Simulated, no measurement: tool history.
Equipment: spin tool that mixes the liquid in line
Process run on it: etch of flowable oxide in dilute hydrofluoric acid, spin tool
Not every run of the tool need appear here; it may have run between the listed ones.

run	hour	temperature setpoint of the liquid (C)	parts of water to one part of 49 % hydrofluoric acid (parts by volume)	time under the liquid (s)	thickness taken off the flowable oxide on a monitor wafer (angstrom)
1	0	21	135	65	222.58
2	2.4	24.5	135	65	251.22
3	4.5	26	100	65	376.91
4	9.8	28	100	65	407.02
5	16.2	28.5	85	65	501.14
6	23.2	28.5	85	65	495.34

Predict the results of run 7:
7	24.8	28.5	75	65	?

Logged for run 7: thickness taken off the flowable oxide on a monitor wafer (angstrom) 562.44.

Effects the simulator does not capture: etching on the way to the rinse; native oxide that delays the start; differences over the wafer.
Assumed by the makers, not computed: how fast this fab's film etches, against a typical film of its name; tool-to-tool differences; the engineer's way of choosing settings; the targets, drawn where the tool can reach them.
